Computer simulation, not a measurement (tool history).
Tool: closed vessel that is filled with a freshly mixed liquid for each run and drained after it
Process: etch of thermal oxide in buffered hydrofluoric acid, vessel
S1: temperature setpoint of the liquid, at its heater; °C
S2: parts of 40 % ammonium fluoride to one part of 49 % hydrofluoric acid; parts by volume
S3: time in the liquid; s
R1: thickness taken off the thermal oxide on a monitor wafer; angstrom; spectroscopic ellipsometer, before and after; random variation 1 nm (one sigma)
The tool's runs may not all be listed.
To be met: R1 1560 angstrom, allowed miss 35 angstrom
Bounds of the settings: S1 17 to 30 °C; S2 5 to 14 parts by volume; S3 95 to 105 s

| run | hour | S1 | S2 | S3 | R1 |
|---|---|---|---|---|---|
| 1 | 0 | 22 | 8.5 | 95 | 1117.5 |
| 2 | 6.4 | 22 | 10.5 | 95 | 944.52 |
| 3 | 10.4 | 22 | 10.5 | 105 | 1041 |
| 4 | 19.5 | 22 | 10.5 | 95 | 935.9 |
| 5 | 22.1 | 22 | 10.5 | 95 | 944.94 |
| 6 | 25.9 | 22 | 9 | 95 | 1062.6 |
| 7 | 28.4 | 22 | 9 | 95 | 1057.1 |
| 8 | 36.6 | 24.5 | 9 | 95 | 1206.5 |
| 9 | 40.7 | 26 | 9 | 95 | 1310.2 |
| 10 | 47 | 27 | 9 | 95 | 1389 |
| 11 | 51.9 | 27.5 | 9 | 95 | 1425.9 |
| 12 | 58.3 | 28 | 9 | 95 | 1462 |
| 13 | 59.2 | 28.5 | 9 | 95 | 1503.8 |

Which of these 4 next moves meets every target?
| A | 60.1 | 29 | 9.5 | 100 | ? |
| B | 60.1 | 30 | 9 | 95 | ? |
| C | 60.1 | 24.5 | 8.5 | 105 | ? |
| D | 60.1 | 28 | 8 | 95 | ? |

| move | R1 |
|---|---|
| A | 1579.8 |
| B | 1636.4 |
| C | 1435.1 |
| D | 1673.1 |
A: meets every target
B: takes the result that was furthest off past its target
C: further off than the last run
D: takes the result that was furthest off past its target
Answer: A
